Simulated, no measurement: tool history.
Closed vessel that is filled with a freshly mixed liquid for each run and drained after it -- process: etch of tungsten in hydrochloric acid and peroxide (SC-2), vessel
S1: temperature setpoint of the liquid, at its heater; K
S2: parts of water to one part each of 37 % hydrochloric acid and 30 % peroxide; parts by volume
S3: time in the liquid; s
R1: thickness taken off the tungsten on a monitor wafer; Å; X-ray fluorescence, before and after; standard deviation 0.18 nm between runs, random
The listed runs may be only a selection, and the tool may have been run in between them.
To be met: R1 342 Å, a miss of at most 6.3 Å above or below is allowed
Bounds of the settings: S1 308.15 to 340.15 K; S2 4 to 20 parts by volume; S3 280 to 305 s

run,hour,S1,S2,S3,R1
1,0,324.15,11,280,441.98
2,1.7,322.65,11,280,404.38
3,10,321.65,11,280,377.83
4,19,321.15,11,280,365.55
5,27.9,328.15,11,280,580.72
6,35.7,325.65,11,280,490.42
7,43,319.15,11,280,318.16
8,45.2,320.65,11,280,352.24

Which one of the following 4 next-run settings gets every result inside its allowed miss? There is exactly one.
A,47.4,321.15,11,280,?
B,47.4,320.15,10.5,295,?
C,47.4,320.65,10.5,280,?
D,47.4,321.65,13,295,?

move,R1
A,366.67
B,375.65
C,368.85
D,345.69
A: moves away from the targets compared with the last run
B: moves away from the targets compared with the last run
C: moves away from the targets compared with the last run
D: every result lands within tolerance
Go with D: it meets all targets.

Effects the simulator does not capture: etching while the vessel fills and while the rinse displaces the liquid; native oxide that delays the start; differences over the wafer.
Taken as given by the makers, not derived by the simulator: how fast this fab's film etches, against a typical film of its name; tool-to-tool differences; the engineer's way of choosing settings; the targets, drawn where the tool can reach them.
